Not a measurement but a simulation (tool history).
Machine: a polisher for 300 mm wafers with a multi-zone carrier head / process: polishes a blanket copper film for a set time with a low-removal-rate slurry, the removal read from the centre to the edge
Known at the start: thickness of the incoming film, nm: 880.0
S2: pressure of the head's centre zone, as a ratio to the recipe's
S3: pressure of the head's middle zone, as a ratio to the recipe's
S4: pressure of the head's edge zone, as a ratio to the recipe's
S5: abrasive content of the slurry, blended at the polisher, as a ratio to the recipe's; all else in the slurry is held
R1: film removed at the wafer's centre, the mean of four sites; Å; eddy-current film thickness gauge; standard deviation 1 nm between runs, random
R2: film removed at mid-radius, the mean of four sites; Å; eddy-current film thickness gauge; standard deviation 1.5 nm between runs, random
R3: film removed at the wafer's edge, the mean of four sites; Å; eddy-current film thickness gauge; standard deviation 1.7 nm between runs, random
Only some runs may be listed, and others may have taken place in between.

run 1 hour=0 | flow_of_slurry_(ml/min)=190 S2=1 S3=1 S4=1 S5=1 polishing_time_(s)=80 | R1=2491.4 R2=2460.1 R3=2531
run 2 hour=1.8 | flow_of_slurry_(ml/min)=190 S2=1 S3=1 S4=0.93 S5=1 polishing_time_(s)=80 | R1=2498.3 R2=2409.5 R3=2420
run 3 hour=3.7 | flow_of_slurry_(ml/min)=190 S2=1 S3=1 S4=0.93 S5=1 polishing_time_(s)=69 | R1=2130.5 R2=2145 R3=2096.8
run 4 hour=5.7 | flow_of_slurry_(ml/min)=190 S2=1 S3=1 S4=1.01 S5=1 polishing_time_(s)=69 | R1=2152.7 R2=2089.5 R3=2241.8
run 5 hour=11.8 | flow_of_slurry_(ml/min)=160 S2=1 S3=1 S4=1.01 S5=1 polishing_time_(s)=69 | R1=2099.3 R2=2099 R3=2201.3
run 6 hour=16.8 | flow_of_slurry_(ml/min)=160 S2=0.98 S3=0.99 S4=0.98 S5=0.9 polishing_time_(s)=68 | R1=1960.2 R2=2014.4 R3=2067.8
run 7 hour=23.3 | flow_of_slurry_(ml/min)=160 S2=0.97 S3=0.97 S4=0.95 S5=0.8 polishing_time_(s)=67 | R1=1882.4 R2=1886.9 R3=1961.1
run 8 hour=27.6 | flow_of_slurry_(ml/min)=160 S2=0.96 S3=0.97 S4=0.92 S5=0.75 polishing_time_(s)=67 | R1=1828.4 R2=1871.4 R3=1833.2
run 9 hour=32.1 | flow_of_slurry_(ml/min)=125 S2=0.86 S3=0.87 S4=0.84 S5=0.65 polishing_time_(s)=67 | R1=1561.6 R2=1614 R3=1704.7
run 10 hour=40.7 | flow_of_slurry_(ml/min)=125 S2=0.86 S3=0.88 S4=0.83 S5=0.6 polishing_time_(s)=67 | R1=1534.4 R2=1572 R3=1687.6
run 11 hour=41.9 | flow_of_slurry_(ml/min)=130 S2=0.87 S3=0.91 S4=0.83 S5=0.6 polishing_time_(s)=66 | R1=1527.4 R2=1591.8 R3=1666.5

Run 12 is up next; what results do you expect?
run 12 hour=49.7 | flow_of_slurry_(ml/min)=160 S2=0.92 S3=0.99 S4=0.81 S5=0.5 polishing_time_(s)=64 | R1=? R2=? R3=?

Run 12 gave R1 1523.9 Å, R2 1617.5 Å, R3 1522.3 Å.

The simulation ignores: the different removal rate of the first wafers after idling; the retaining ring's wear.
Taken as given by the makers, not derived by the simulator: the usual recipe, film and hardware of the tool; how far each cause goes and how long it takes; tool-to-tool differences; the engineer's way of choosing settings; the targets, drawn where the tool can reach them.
